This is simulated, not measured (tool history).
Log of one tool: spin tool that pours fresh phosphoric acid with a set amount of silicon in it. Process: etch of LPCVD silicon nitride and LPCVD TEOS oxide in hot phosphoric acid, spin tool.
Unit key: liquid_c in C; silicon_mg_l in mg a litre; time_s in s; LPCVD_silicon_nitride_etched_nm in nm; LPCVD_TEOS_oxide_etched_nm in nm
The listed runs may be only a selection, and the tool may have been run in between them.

run    day  liquid_c  silicon_mg_l  time_s  LPCVD_silicon_nitride_etched_nm  LPCVD_TEOS_oxide_etched_nm
  1      0       163            21     140                           11.105                     0.26101
  2  0.221     163.5          21.5     155                           12.236                     0.27812
  3  0.479     163.5          20.5     170                           13.455                     0.31603
  4  0.817     164.5          20.5     170                            13.87                     0.32485
  5  0.996       165            20     180                            15.19                     0.38515
  6  1.058       165            20     125                           10.529                     0.26046
  7  1.208     165.5            20     145                           12.254                     0.31173
  8  1.375     165.5            20     145                           12.408                     0.31187
  9  1.688       166            20     160                           13.933                     0.32428
 10  1.921     167.5          11.5     230                           20.684                       0.815
 11  1.962     167.5          11.5     230                           20.814                     0.72233
 12  2.262     167.5            13     230                           21.468                     0.62468
 13  2.617     167.5          13.5     230                           21.169                       0.701
 14  2.825     167.5          14.5     230                           20.979                     0.74684
 15  2.875     167.5          18.5     230                           21.217                     0.56966
 16  2.983       168            20     245                           22.627                     0.61041
 17  3.096       168          20.5     245                           22.544                      0.6208
 18  3.279       168            21     245                           22.961                     0.66375

Run 19 has not been measured yet. What should we expect?
 19  3.438       168            22     245                                ?                           ?

{"run 19": {"LPCVD_silicon_nitride_etched_nm": 22.413, "LPCVD_TEOS_oxide_etched_nm": 0.57522}}
